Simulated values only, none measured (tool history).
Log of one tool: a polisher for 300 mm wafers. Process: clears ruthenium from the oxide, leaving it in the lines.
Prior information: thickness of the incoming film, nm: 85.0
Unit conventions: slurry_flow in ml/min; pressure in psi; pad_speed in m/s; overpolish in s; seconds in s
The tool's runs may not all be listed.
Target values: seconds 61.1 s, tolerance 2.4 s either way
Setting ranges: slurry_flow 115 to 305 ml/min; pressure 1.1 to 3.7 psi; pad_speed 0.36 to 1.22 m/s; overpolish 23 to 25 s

run 1 hour=0 | slurry_flow=195 pressure=2.4 pad_speed=0.78 overpolish=23 | seconds=79.406
run 2 hour=1 | slurry_flow=195 pressure=2.4 pad_speed=0.78 overpolish=23 | seconds=80.411
run 3 hour=7.7 | slurry_flow=195 pressure=2.4 pad_speed=0.62 overpolish=23 | seconds=94.417
run 4 hour=8.3 | slurry_flow=195 pressure=2.4 pad_speed=0.62 overpolish=23 | seconds=92.471
run 5 hour=10.1 | slurry_flow=195 pressure=2.4 pad_speed=0.5 overpolish=23 | seconds=103.39
run 6 hour=10.8 | slurry_flow=195 pressure=2 pad_speed=0.5 overpolish=23 | seconds=124.98
run 7 hour=17.3 | slurry_flow=195 pressure=2.2 pad_speed=0.5 overpolish=23 | seconds=113.26
run 8 hour=19.5 | slurry_flow=195 pressure=2.4 pad_speed=0.5 overpolish=23 | seconds=103.22
run 9 hour=24.5 | slurry_flow=195 pressure=2.5 pad_speed=0.5 overpolish=23 | seconds=98.795
run 10 hour=32.6 | slurry_flow=195 pressure=2.6 pad_speed=0.5 overpolish=23 | seconds=96.983
run 11 hour=37.1 | slurry_flow=205 pressure=3.2 pad_speed=0.56 overpolish=23 | seconds=73.763
run 12 hour=39.6 | slurry_flow=205 pressure=3.3 pad_speed=0.56 overpolish=23 | seconds=71.014
run 13 hour=44.9 | slurry_flow=205 pressure=3.4 pad_speed=0.56 overpolish=23 | seconds=68.855
run 14 hour=49.4 | slurry_flow=205 pressure=3.6 pad_speed=0.56 overpolish=23 | seconds=65.358

Which of these 5 next moves meets every target?
run A hour=53.9 | slurry_flow=215 pressure=3.5 pad_speed=0.56 overpolish=24 | seconds=?
run B hour=53.9 | slurry_flow=240 pressure=3.2 pad_speed=0.74 overpolish=25 | seconds=?
run C hour=53.9 | slurry_flow=210 pressure=3.6 pad_speed=0.56 overpolish=23 | seconds=?
run D hour=53.9 | slurry_flow=230 pressure=3 pad_speed=0.66 overpolish=24 | seconds=?
run E hour=53.9 | slurry_flow=225 pressure=3.6 pad_speed=0.54 overpolish=23 | seconds=?

move=A seconds=67.312
move=B seconds=62.006
move=C seconds=65.637
move=D seconds=70.946
move=E seconds=66.454
A: the biggest miss grows against the last run
B: every result lands within tolerance
C: the biggest miss grows against the last run
D: the biggest miss grows against the last run
E: the biggest miss grows against the last run
B is the move that brings every result within its allowed miss.
